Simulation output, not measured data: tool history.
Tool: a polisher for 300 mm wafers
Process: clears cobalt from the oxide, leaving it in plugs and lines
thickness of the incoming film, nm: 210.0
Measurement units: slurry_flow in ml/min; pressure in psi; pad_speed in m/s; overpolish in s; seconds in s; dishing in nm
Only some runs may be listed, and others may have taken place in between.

run  hour  slurry_flow  pressure  pad_speed  overpolish  seconds  dishing
  1     0          220       2.1       1.06          21   34.772   58.746
  2   7.8          220         2       1.06          23   35.914    60.19
  3  12.8          220       1.9       1.06          24   36.876    58.33
  4  15.3          220       1.5       1.06          24   44.487    55.27
  5  20.3          220       1.5       1.06          16   44.886   45.249
  6  26.3          245       1.5       1.06          16   45.837   45.099
  7  28.1          250       1.3       1.06          26     49.5   56.654

Predict the results of run 8:
  8  34.2          250       1.3       1.06          27        ?        ?

Run 8 came out at seconds 49.928 s, dishing 56.133 nm.
